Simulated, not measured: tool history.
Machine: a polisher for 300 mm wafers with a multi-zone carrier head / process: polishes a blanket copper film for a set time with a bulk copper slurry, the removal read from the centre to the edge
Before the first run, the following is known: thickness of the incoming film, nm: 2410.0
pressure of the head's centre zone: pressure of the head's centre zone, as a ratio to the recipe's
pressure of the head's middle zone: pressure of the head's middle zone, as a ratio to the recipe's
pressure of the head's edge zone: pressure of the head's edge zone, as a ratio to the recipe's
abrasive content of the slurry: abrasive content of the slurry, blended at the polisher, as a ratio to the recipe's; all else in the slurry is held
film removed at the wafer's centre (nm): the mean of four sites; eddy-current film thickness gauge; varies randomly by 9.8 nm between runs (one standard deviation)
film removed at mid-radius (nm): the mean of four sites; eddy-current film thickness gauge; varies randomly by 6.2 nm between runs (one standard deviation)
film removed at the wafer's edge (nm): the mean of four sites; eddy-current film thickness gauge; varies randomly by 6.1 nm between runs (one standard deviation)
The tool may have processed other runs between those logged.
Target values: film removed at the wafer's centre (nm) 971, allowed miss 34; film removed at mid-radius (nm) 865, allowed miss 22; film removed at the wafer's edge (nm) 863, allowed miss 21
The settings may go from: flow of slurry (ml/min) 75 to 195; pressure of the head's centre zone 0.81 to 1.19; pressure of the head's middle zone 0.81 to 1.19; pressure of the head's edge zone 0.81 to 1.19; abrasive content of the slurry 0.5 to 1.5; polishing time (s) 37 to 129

run	hour	flow of slurry (ml/min)	pressure of the head's centre zone	pressure of the head's middle zone	pressure of the head's edge zone	abrasive content of the slurry	polishing time (s)	film removed at the wafer's centre (nm)	film removed at mid-radius (nm)	film removed at the wafer's edge (nm)
1	0	125	1	1	1	1	83	840.47	815.58	827.49
2	7.5	125	1	1	1	0.8	83	761.58	762.45	771.27
3	12.6	125	1	1	1.08	0.8	83	774.45	759.64	798.12
4	17.9	125	1	1	1.08	1	83	842.33	819.75	861.23
5	24.3	125	1	1	1.13	1	83	834.54	822.27	882.93
6	30.1	125	1.03	1	1.13	1	83	852.52	808.76	880.73
7	36.8	130	1.05	1.01	1.11	1	83	858.42	824.46	883.1
8	45.7	130	1.05	1.01	1.11	1	83	858.02	836.36	864.16
9	47	135	1.08	1	1.1	1	83	909.9	827.62	882.49
10	49.4	140	1.09	1.01	1.08	1	83	895.97	834.63	876.48
11	56.9	145	1.11	1.02	1.06	1	83	923.73	853.17	887.33
12	62.4	145	1.13	1.02	1.04	1	83	936.7	849.93	874.26

Which of these 5 next moves meets every target?
A	67.9	135	1.15	0.96	1.09	1.05	84	?	?	?
B	67.9	150	1.1	1.1	1.07	0.9	84	?	?	?
C	67.9	150	1.08	1	1.04	1.1	83	?	?	?
D	67.9	155	1.14	1.01	0.97	1	84	?	?	?
E	67.9	145	1.19	0.99	1.02	1.05	86	?	?	?

move	film removed at the wafer's centre (nm)	film removed at mid-radius (nm)	film removed at the wafer's edge (nm)
A	950.85	827.77	892.29
B	897.35	873.94	852.79
C	933.53	868.07	889.04
D	958.05	862.52	851.72
E	1012.9	875.21	896.56
A: gets the furthest-off result to its target, but another result is out of tolerance
B: lands further from the targets than the last run did
C: lands further from the targets than the last run did
D: every result lands within tolerance
E: pushes the last run's worst result past its target
So the answer is move D, the one that meets all the targets.

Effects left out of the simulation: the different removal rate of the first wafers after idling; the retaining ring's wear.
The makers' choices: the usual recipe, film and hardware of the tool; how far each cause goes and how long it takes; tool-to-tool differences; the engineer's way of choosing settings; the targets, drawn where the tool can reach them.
